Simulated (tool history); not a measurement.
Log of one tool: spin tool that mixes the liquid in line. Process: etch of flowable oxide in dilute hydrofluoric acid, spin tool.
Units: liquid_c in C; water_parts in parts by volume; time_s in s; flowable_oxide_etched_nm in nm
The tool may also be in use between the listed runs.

Run 1, hour 0.0: liquid_c 21.0 C, water_parts 260 parts by volume, time_s 70 s. Result: flowable_oxide_etched_nm 12.0330 nm.
Run 2, hour 0.9: liquid_c 22.0 C, water_parts 245 parts by volume, time_s 70 s. Result: flowable_oxide_etched_nm 13.4220 nm.
Run 3, hour 3.5: liquid_c 22.0 C, water_parts 325 parts by volume, time_s 70 s. Result: flowable_oxide_etched_nm 9.3204 nm.
Run 4, hour 7.3: liquid_c 22.0 C, water_parts 265 parts by volume, time_s 70 s. Result: flowable_oxide_etched_nm 12.1430 nm.
Run 5, hour 13.5: liquid_c 22.0 C, water_parts 180 parts by volume, time_s 70 s. Result: flowable_oxide_etched_nm 19.4400 nm.
Run 6, hour 16.9: liquid_c 20.5 C, water_parts 180 parts by volume, time_s 70 s. Result: flowable_oxide_etched_nm 18.3310 nm.
Run 7, hour 23.9: liquid_c 21.5 C, water_parts 180 parts by volume, time_s 70 s. Result: flowable_oxide_etched_nm 19.0500 nm.
Run 8, hour 24.8: liquid_c 22.5 C, water_parts 180 parts by volume, time_s 70 s. Result: flowable_oxide_etched_nm 19.9390 nm.
Run 9, hour 28.6: liquid_c 23.0 C, water_parts 180 parts by volume, time_s 70 s. Result: flowable_oxide_etched_nm 20.0370 nm.

The next listed run, before its measurement:
Run 10, hour 35.0: liquid_c 24.0 C, water_parts 180 parts by volume, time_s 70 s. Result: flowable_oxide_etched_nm ?.

flowable_oxide_etched_nm: 20.9970 nm

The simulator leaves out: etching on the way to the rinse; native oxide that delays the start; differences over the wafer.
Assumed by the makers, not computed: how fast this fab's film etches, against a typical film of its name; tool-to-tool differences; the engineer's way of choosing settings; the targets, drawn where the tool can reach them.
